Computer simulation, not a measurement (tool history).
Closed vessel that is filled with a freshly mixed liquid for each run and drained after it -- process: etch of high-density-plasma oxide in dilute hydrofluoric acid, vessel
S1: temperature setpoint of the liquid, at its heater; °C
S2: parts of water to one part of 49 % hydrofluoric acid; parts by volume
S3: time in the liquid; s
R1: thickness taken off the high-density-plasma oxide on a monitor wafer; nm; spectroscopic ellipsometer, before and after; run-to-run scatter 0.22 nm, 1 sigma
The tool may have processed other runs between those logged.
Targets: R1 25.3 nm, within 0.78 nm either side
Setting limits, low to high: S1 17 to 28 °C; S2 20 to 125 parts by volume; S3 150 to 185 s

run	day	S1	S2	S3	R1
1	0	20	70	185	15.428
2	0.15	20	85	185	12.404
3	0.275	17	85	185	10.888
4	0.375	19.5	85	185	12.232
# day 0.412: thermometer replaced
5	0.412	22	75	185	16.82
6	0.75	24	75	185	18.331
7	1.054	25.5	75	185	19.569
8	1.367	26.5	70	185	21.865

Which single option among these 5 for the next run brings every result within its allowed miss of target? Just one does.
A	1.679	28	65	185	?
B	1.679	28	60	180	?
C	1.679	28	55	170	?
D	1.679	28	60	185	?
E	1.679	27	50	155	?

move	R1
A	25.567
B	27.143
C	28.169
D	27.897
E	27.342
A: in spec on every target
B: moves the result that the last run missed by most past its target, out the other side
C: moves the result that the last run missed by most past its target, out the other side
D: moves the result that the last run missed by most past its target, out the other side
E: moves the result that the last run missed by most past its target, out the other side
A meets every target.

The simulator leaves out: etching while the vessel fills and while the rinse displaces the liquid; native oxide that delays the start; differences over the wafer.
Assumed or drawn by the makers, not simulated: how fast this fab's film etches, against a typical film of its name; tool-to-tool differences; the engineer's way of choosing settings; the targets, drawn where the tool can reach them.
